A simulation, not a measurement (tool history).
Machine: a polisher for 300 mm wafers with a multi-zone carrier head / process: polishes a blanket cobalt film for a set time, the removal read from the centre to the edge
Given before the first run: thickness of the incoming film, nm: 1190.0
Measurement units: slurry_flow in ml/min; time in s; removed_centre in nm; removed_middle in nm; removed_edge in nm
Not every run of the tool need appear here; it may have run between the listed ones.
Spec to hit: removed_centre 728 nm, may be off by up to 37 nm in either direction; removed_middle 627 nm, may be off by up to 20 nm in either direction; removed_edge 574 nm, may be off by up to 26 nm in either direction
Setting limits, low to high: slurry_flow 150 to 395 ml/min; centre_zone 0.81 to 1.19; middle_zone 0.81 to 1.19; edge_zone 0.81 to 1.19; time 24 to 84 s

run	day	slurry_flow	centre_zone	middle_zone	edge_zone	time	removed_centre	removed_middle	removed_edge
1	0	250	1	1	1	54	442.83	483.04	453.5
2	0.104	250	1.05	1	1	54	450.91	477.2	447.52
3	0.158	265	1.07	0.99	0.97	57	486.68	507.07	489.07
4	0.346	265	1.07	0.92	0.97	57	487.15	483.89	477.24
5	0.633	265	1.07	0.96	0.97	57	479.08	491.94	485.36
6	0.667	265	1	0.96	0.97	57	456.31	492.53	483.16
7	1.025	265	1	0.96	0.97	57	461.62	496.99	483.33
8	1.338	250	1.03	0.97	1	59	485.6	510.7	504.7
9	1.646	245	1.05	0.97	0.97	61	502.81	521.47	509.44
10	1.904	230	1.07	0.97	0.96	63	537.93	540.46	521.71
11	2.054	220	1.09	0.97	0.94	65	554.54	550.27	531.38
12	2.112	210	1.1	0.97	0.92	67	572.48	563.31	541.86
13	2.338	200	1.11	0.97	0.9	68	577.79	574.02	548.64
14	2.467	195	1.12	0.98	0.93	69	582.91	569.9	548.39
15	2.538	195	1.13	0.97	0.91	70	588.55	589.85	557.03
16	2.775	190	1.14	0.96	0.9	71	599.86	589.47	552.01
# day 2.85: centre zone pressure recalibrated
17	2.85	190	1.15	0.94	0.89	72	672.82	576.01	572.22
18	2.942	200	1.16	0.94	0.88	72	679.7	588.56	575.67
19	3.154	205	1.16	0.95	0.87	72	692.01	585.69	567.84
20	3.467	210	1.16	0.96	0.87	72	702.52	599.93	567.03

Pick the move, out of 5, that brings all results within their allowed miss; only one does.
A	3.779	155	1.09	0.92	0.97	76	?	?	?
B	3.779	245	1.19	1.02	0.92	70	?	?	?
C	3.779	230	1.19	0.88	0.85	74	?	?	?
D	3.779	195	1.15	0.91	0.85	71	?	?	?
E	3.779	245	1.19	0.92	0.85	70	?	?	?

move	removed_centre	removed_middle	removed_edge
A	660.1	577.19	607.82
B	714.15	626.71	577.51
C	747.15	580.66	586.3
D	677.61	558.65	551.91
E	713.65	574.73	557.82
A: moves away from the targets compared with the last run
B: all results in spec
C: moves away from the targets compared with the last run
D: moves away from the targets compared with the last run
E: moves away from the targets compared with the last run
B is the move that brings every result within its allowed miss.
